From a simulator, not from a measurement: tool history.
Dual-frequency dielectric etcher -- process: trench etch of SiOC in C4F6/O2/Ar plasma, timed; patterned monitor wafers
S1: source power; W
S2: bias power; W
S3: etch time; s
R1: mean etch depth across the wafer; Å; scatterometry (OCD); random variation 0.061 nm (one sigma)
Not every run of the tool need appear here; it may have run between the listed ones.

run  hour   S1   S2  S3      R1
  1     0  400  181  10  225.53
  2   5.9  460  181  10  237.76
  3    12  510  181  10   247.8
  4  14.4  510  181   9  223.03
  5  23.2  560  181   9  229.72
  6  26.4  500  181   9  220.04
  7  34.1  470  175   9  212.81
  8  40.5  440  172   9  207.49
  9  47.5  420  170   9  202.14

Forecast run 10:
 10  49.6  340  160   9   ?

R1: 181.91 Å

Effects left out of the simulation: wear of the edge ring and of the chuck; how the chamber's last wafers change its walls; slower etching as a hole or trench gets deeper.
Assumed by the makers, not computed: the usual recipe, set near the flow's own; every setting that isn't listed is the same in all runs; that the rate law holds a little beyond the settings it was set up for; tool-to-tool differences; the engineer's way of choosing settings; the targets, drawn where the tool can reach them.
